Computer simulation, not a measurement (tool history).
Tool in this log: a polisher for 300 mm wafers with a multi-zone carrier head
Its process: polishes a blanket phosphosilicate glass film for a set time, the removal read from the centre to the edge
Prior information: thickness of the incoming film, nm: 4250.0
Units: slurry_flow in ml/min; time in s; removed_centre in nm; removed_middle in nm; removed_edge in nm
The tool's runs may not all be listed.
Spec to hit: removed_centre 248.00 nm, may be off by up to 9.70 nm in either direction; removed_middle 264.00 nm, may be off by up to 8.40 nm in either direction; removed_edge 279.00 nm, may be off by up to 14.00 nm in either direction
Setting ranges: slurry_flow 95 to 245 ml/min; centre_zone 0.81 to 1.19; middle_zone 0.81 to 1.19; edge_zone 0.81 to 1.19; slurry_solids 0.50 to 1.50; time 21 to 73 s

Run 1, hour 0.0: slurry_flow 155 ml/min, centre_zone 1.00, middle_zone 1.00, edge_zone 1.00, slurry_solids 1.00, time 47 s. Result: removed_centre 357.49 nm, removed_middle 350.81 nm, removed_edge 349.60 nm.
Run 2, hour 3.3: slurry_flow 155 ml/min, centre_zone 1.00, middle_zone 1.00, edge_zone 1.00, slurry_solids 1.00, time 54 s. Result: removed_centre 407.93 nm, removed_middle 400.90 nm, removed_edge 404.76 nm.
Run 3, hour 8.9: slurry_flow 145 ml/min, centre_zone 0.96, middle_zone 0.97, edge_zone 0.98, slurry_solids 0.85, time 53 s. Result: removed_centre 349.78 nm, removed_middle 356.43 nm, removed_edge 357.66 nm.
Run 4, hour 16.4: slurry_flow 145 ml/min, centre_zone 0.96, middle_zone 0.97, edge_zone 1.04, slurry_solids 0.85, time 53 s. Result: removed_centre 357.86 nm, removed_middle 357.57 nm, removed_edge 372.51 nm.
Run 5, hour 17.4: slurry_flow 130 ml/min, centre_zone 0.96, middle_zone 0.97, edge_zone 1.04, slurry_solids 0.85, time 53 s. Result: removed_centre 345.12 nm, removed_middle 359.36 nm, removed_edge 373.22 nm.
Run 6, hour 24.8: slurry_flow 130 ml/min, centre_zone 0.93, middle_zone 0.94, edge_zone 1.02, slurry_solids 0.75, time 53 s. Result: removed_centre 307.28 nm, removed_middle 324.50 nm, removed_edge 337.86 nm.
Run 7, hour 33.7: slurry_flow 130 ml/min, centre_zone 0.91, middle_zone 0.91, edge_zone 0.99, slurry_solids 0.70, time 53 s. Result: removed_centre 298.54 nm, removed_middle 310.94 nm, removed_edge 318.29 nm.
Run 8, hour 38.3: slurry_flow 105 ml/min, centre_zone 0.81, middle_zone 0.83, edge_zone 1.00, slurry_solids 0.50, time 52 s. Result: removed_centre 211.64 nm, removed_middle 228.51 nm, removed_edge 261.01 nm.
Run 9, hour 47.2: slurry_flow 125 ml/min, centre_zone 0.82, middle_zone 0.84, edge_zone 0.99, slurry_solids 0.50, time 52 s. Result: removed_centre 212.44 nm, removed_middle 230.17 nm, removed_edge 263.78 nm.
Run 10, hour 49.7: slurry_flow 125 ml/min, centre_zone 0.84, middle_zone 0.86, edge_zone 0.99, slurry_solids 0.50, time 52 s. Result: removed_centre 216.42 nm, removed_middle 235.64 nm, removed_edge 257.48 nm.
Run 11, hour 51.6: slurry_flow 125 ml/min, centre_zone 0.86, middle_zone 0.88, edge_zone 1.01, slurry_solids 0.50, time 52 s. Result: removed_centre 223.19 nm, removed_middle 241.94 nm, removed_edge 260.64 nm.
Run 12, hour 54.5: slurry_flow 125 ml/min, centre_zone 0.87, middle_zone 0.89, edge_zone 1.02, slurry_solids 0.50, time 52 s. Result: removed_centre 220.51 nm, removed_middle 240.68 nm, removed_edge 254.94 nm.
Run 13, hour 63.3: slurry_flow 170 ml/min, centre_zone 0.88, middle_zone 0.88, edge_zone 1.04, slurry_solids 0.60, time 52 s. Result: removed_centre 265.66 nm, removed_middle 280.86 nm, removed_edge 304.88 nm.
Run 14, hour 66.0: slurry_flow 160 ml/min, centre_zone 0.88, middle_zone 0.88, edge_zone 1.02, slurry_solids 0.60, time 52 s. Result: removed_centre 267.72 nm, removed_middle 278.42 nm, removed_edge 302.90 nm.
Run 15, hour 69.0: slurry_flow 150 ml/min, centre_zone 0.88, middle_zone 0.88, edge_zone 1.01, slurry_solids 0.60, time 52 s. Result: removed_centre 261.33 nm, removed_middle 273.48 nm, removed_edge 301.76 nm.
Run 16, hour 74.6: slurry_flow 145 ml/min, centre_zone 0.88, middle_zone 0.89, edge_zone 1.00, slurry_solids 0.60, time 52 s. Result: removed_centre 260.92 nm, removed_middle 273.98 nm, removed_edge 292.70 nm.
Run 17, hour 75.7: slurry_flow 140 ml/min, centre_zone 0.88, middle_zone 0.89, edge_zone 1.00, slurry_solids 0.60, time 52 s. Result: removed_centre 252.17 nm, removed_middle 275.53 nm, removed_edge 303.28 nm.
Run 18, hour 84.6: slurry_flow 150 ml/min, centre_zone 0.88, middle_zone 0.87, edge_zone 0.91, slurry_solids 0.50, time 52 s. Result: removed_centre 233.07 nm, removed_middle 242.04 nm, removed_edge 253.27 nm.
Run 19, hour 86.7: slurry_flow 160 ml/min, centre_zone 0.88, middle_zone 0.87, edge_zone 0.93, slurry_solids 0.50, time 52 s. Result: removed_centre 236.32 nm, removed_middle 246.60 nm, removed_edge 259.60 nm.
Run 20, hour 90.8: slurry_flow 170 ml/min, centre_zone 0.88, middle_zone 0.87, edge_zone 0.94, slurry_solids 0.50, time 52 s. Result: removed_centre 240.78 nm, removed_middle 248.68 nm, removed_edge 257.72 nm.
Run 21, hour 91.6: slurry_flow 175 ml/min, centre_zone 0.88, middle_zone 0.87, edge_zone 0.96, slurry_solids 0.50, time 52 s. Result: removed_centre 240.89 nm, removed_middle 248.87 nm, removed_edge 256.39 nm.
Run 22, hour 98.4: slurry_flow 175 ml/min, centre_zone 0.84, middle_zone 0.86, edge_zone 1.02, slurry_solids 0.65, time 52 s. Result: removed_centre 264.06 nm, removed_middle 289.41 nm, removed_edge 319.76 nm.

Pick the move, out of 5, that brings all results within their allowed miss; only one does.
Run A, hour 105.2: slurry_flow 165 ml/min, centre_zone 0.94, middle_zone 0.85, edge_zone 0.97, slurry_solids 0.50, time 52 s. Result: removed_centre ?, removed_middle ?, removed_edge ?.
Run B, hour 105.2: slurry_flow 200 ml/min, centre_zone 1.06, middle_zone 1.06, edge_zone 1.01, slurry_solids 0.50, time 48 s. Result: removed_centre ?, removed_middle ?, removed_edge ?.
Run C, hour 105.2: slurry_flow 165 ml/min, centre_zone 0.86, middle_zone 0.88, edge_zone 0.96, slurry_solids 0.95, time 39 s. Result: removed_centre ?, removed_middle ?, removed_edge ?.
Run D, hour 105.2: slurry_flow 200 ml/min, centre_zone 0.89, middle_zone 0.81, edge_zone 0.88, slurry_solids 0.80, time 44 s. Result: removed_centre ?, removed_middle ?, removed_edge ?.
Run E, hour 105.2: slurry_flow 150 ml/min, centre_zone 0.95, middle_zone 1.02, edge_zone 0.84, slurry_solids 0.50, time 51 s. Result: removed_centre ?, removed_middle ?, removed_edge ?.

move  removed_centre  removed_middle  removed_edge
   A          255.97          245.08        259.80
   B          273.27          267.90        247.70
   C          249.28          267.14        275.27
   D          273.87          268.10        278.68
   E          250.98          268.81        236.24
A: takes the biggest miss from the last run beyond its target
B: brings the last run's worst result on target, with another outside its allowed miss
C: hits every target within its allowed miss
D: brings the last run's worst result on target, with another outside its allowed miss
E: brings the last run's worst result on target, with another outside its allowed miss
Move C is the one to make.
